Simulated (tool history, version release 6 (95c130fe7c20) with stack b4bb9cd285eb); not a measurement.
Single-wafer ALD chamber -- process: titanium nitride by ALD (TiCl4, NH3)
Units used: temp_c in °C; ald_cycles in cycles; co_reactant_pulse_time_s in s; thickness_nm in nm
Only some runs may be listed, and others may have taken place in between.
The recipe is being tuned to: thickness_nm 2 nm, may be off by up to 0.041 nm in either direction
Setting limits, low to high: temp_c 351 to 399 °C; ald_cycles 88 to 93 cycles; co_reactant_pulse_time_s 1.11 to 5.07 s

{"run": 1, "hour": 0.0, "temp_c": 375, "ald_cycles": 93, "co_reactant_pulse_time_s": 3.09, "thickness_nm": 2.325}
{"run": 2, "hour": 4.9, "temp_c": 375, "ald_cycles": 93, "co_reactant_pulse_time_s": 2.45, "thickness_nm": 2.2734}
{"run": 3, "hour": 13.1, "temp_c": 375, "ald_cycles": 88, "co_reactant_pulse_time_s": 2.45, "thickness_nm": 2.1103}
{"run": 4, "hour": 19.0, "temp_c": 367, "ald_cycles": 88, "co_reactant_pulse_time_s": 2.45, "thickness_nm": 2.1001}
{"run": 5, "hour": 22.3, "temp_c": 366, "ald_cycles": 88, "co_reactant_pulse_time_s": 2.34, "thickness_nm": 2.0742}
{"run": 6, "hour": 24.1, "temp_c": 356, "ald_cycles": 88, "co_reactant_pulse_time_s": 2.34, "thickness_nm": 2.0468}
{"run": 7, "hour": 27.7, "temp_c": 356, "ald_cycles": 88, "co_reactant_pulse_time_s": 2.29, "thickness_nm": 2.0632}
{"run": 8, "hour": 31.4, "temp_c": 351, "ald_cycles": 88, "co_reactant_pulse_time_s": 1.3, "thickness_nm": 1.7595}

Next run, 5 choices. One meets every target within its allowed miss, the rest don't. Which?
{"run": "A", "hour": 35.1, "temp_c": 352, "ald_cycles": 91, "co_reactant_pulse_time_s": 1.46, "thickness_nm": "?"}
{"run": "B", "hour": 35.1, "temp_c": 351, "ald_cycles": 88, "co_reactant_pulse_time_s": 1.63, "thickness_nm": "?"}
{"run": "C", "hour": 35.1, "temp_c": 351, "ald_cycles": 91, "co_reactant_pulse_time_s": 1.8, "thickness_nm": "?"}
{"run": "D", "hour": 35.1, "temp_c": 354, "ald_cycles": 93, "co_reactant_pulse_time_s": 1.86, "thickness_nm": "?"}
{"run": "E", "hour": 35.1, "temp_c": 352, "ald_cycles": 93, "co_reactant_pulse_time_s": 1.96, "thickness_nm": "?"}

move=A thickness_nm=1.8835
move=B thickness_nm=1.8662
move=C thickness_nm=1.9743
move=D thickness_nm=2.0585
move=E thickness_nm=2.062
A: moves toward the targets from the last run without getting all of them in spec
B: moves toward the targets from the last run without getting all of them in spec
C: meets every target
D: the result that was furthest off in the last run now lies on the other side of its target
E: the result that was furthest off in the last run now lies on the other side of its target
The right move is C.

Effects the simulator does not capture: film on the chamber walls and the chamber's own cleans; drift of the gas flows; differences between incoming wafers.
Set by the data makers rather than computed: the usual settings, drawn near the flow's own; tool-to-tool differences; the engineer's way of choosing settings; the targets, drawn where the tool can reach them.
